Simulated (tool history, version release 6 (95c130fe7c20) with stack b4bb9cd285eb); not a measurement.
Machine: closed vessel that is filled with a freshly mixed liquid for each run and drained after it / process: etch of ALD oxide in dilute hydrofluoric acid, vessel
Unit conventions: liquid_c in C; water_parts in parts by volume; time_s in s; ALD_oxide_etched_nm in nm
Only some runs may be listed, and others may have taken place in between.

Run 1, day 0: liquid_c 24 C, water_parts 80 parts by volume, time_s 30 s. Result: ALD_oxide_etched_nm 4.172 nm.
Run 2, day 0.104: liquid_c 25 C, water_parts 80 parts by volume, time_s 30 s. Result: ALD_oxide_etched_nm 4.3408 nm.
Run 3, day 0.179: liquid_c 28 C, water_parts 80 parts by volume, time_s 30 s. Result: ALD_oxide_etched_nm 4.9312 nm.
Run 4, day 0.504: liquid_c 28 C, water_parts 60 parts by volume, time_s 30 s. Result: ALD_oxide_etched_nm 6.7085 nm.
Run 5, day 0.55: liquid_c 28 C, water_parts 60 parts by volume, time_s 30 s. Result: ALD_oxide_etched_nm 6.7942 nm.
Run 6, day 0.917: liquid_c 27.5 C, water_parts 60 parts by volume, time_s 30 s. Result: ALD_oxide_etched_nm 6.635 nm.
Run 7, day 1.121: liquid_c 27 C, water_parts 60 parts by volume, time_s 30 s. Result: ALD_oxide_etched_nm 6.5082 nm.
Run 8, day 1.179: liquid_c 26.5 C, water_parts 60 parts by volume, time_s 30 s. Result: ALD_oxide_etched_nm 6.2964 nm.

The next listed run, before its measurement:
Run 9, day 1.554: liquid_c 25.5 C, water_parts 60 parts by volume, time_s 30 s. Result: ALD_oxide_etched_nm ?.

{"run 9": {"ALD_oxide_etched_nm": 6.1341}}
